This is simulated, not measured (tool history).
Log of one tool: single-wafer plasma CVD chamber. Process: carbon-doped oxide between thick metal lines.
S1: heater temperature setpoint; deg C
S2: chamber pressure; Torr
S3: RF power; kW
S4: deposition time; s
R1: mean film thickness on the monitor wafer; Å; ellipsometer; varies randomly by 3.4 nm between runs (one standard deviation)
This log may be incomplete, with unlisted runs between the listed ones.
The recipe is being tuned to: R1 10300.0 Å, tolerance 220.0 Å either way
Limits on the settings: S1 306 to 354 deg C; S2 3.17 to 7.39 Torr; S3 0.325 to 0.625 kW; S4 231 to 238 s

run    day   S1    S2     S3   S4       R1
  1  0.000  330  5.28  0.475  231  11316.0
  2  0.304  330  5.28  0.475  238  11791.0
  3  0.500  332  5.02  0.465  238  11340.0
  4  0.654  332  5.02  0.465  238  11354.0
  5  0.812  332  5.02  0.465  238  11345.0
  6  0.942  332  5.02  0.465  231  11053.0
  7  1.150  334  4.87  0.460  231  10768.0
  8  1.242  335  4.79  0.460  231  10734.0
  9  1.312  336  4.70  0.460  231  10643.0
 10  1.350  336  4.70  0.460  231  10707.0
 11  1.683  337  4.60  0.460  231  10595.0
 12  1.962  338  4.54  0.460  231  10576.0

Which of these 5 next moves meets every target?
  A  2.242  334  4.32  0.425  231   ?
  B  2.242  338  4.50  0.475  238   ?
  C  2.242  332  4.95  0.435  231   ?
  D  2.242  333  4.76  0.495  231   ?
  E  2.242  334  4.69  0.465  234   ?

move       R1
   A   9811.6
   B  11158.0
   C  10330.0
   D  11457.0
   E  10974.0
A: moves the result that the last run missed by most past its target, out the other side
B: its largest miss is bigger than the last run's
C: meets every target
D: its largest miss is bigger than the last run's
E: its largest miss is bigger than the last run's
Answer: C
